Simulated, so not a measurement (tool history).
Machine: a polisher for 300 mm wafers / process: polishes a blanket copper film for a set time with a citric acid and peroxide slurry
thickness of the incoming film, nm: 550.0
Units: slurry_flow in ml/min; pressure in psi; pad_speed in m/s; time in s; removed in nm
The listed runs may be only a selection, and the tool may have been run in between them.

run 1 hour=0.0 | slurry_flow=285 pressure=4.1 pad_speed=1.28 slurry_solids=1.0 time=68 | removed=235.14
run 2 hour=7.7 | slurry_flow=285 pressure=4.1 pad_speed=1.28 slurry_solids=1.0 time=71 | removed=247.55
run 3 hour=15.7 | slurry_flow=285 pressure=3.6 pad_speed=1.22 slurry_solids=1.0 time=71 | removed=211.79
run 4 hour=19.3 | slurry_flow=285 pressure=3.2 pad_speed=1.18 slurry_solids=1.0 time=71 | removed=179.87
run 5 hour=27.9 | slurry_flow=245 pressure=3.2 pad_speed=1.18 slurry_solids=1.0 time=71 | removed=179.50
run 6 hour=35.4 | slurry_flow=245 pressure=3.2 pad_speed=1.36 slurry_solids=1.0 time=71 | removed=203.51

Expected results for the next run?
run 7 hour=38.1 | slurry_flow=240 pressure=2.9 pad_speed=1.30 slurry_solids=1.0 time=71 | removed=?

Run 7 came out at removed 180.03 nm.
